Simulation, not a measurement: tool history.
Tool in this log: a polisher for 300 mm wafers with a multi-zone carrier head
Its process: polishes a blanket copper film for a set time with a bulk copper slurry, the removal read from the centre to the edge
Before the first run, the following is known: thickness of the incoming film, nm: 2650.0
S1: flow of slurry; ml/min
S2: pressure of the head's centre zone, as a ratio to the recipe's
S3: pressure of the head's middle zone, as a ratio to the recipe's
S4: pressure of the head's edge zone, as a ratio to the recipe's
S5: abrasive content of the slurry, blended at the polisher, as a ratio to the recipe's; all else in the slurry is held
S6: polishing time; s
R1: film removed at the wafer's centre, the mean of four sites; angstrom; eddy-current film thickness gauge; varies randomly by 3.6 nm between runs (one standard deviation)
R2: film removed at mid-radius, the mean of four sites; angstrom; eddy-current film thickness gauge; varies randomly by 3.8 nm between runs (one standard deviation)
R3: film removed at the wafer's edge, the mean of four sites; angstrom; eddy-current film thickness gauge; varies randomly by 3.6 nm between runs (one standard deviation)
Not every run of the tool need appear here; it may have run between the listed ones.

run	hour	S1	S2	S3	S4	S5	S6	R1	R2	R3
1	0.0	225	1.00	1.00	1.00	1.00	57	5795.1	5541.8	5280.1
2	4.3	210	0.99	0.99	0.97	1.00	57	5743.9	5282.5	5277.8
3	11.1	215	0.99	1.01	0.95	0.90	57	5706.9	5383.9	5124.6
4	11.7	210	0.98	1.02	0.93	0.85	57	5496.6	5395.7	5020.1
5	13.2	210	0.98	1.10	0.93	0.85	57	5555.4	5703.9	5039.0
6	14.1	210	0.98	1.10	0.86	0.85	57	5556.5	5757.6	4863.9
7	21.4	210	0.98	1.10	0.86	0.85	57	5535.7	5768.4	4847.7
8	23.0	200	0.98	1.08	0.86	0.85	57	5489.5	5614.5	4801.6
9	26.7	190	0.98	1.06	0.87	0.85	57	5507.9	5424.0	4831.4
10	31.6	180	0.97	1.06	0.87	0.85	57	5352.4	5373.4	4739.5
11	38.1	175	0.97	1.05	0.88	0.85	57	5257.7	5367.3	4743.3

Run 12 has not been measured yet. What should we expect?
12	42.7	175	0.97	1.04	0.88	0.85	57	?	?	?

{"run 12": {"R1": 5307.8, "R2": 5280.3, "R3": 4748.2}}
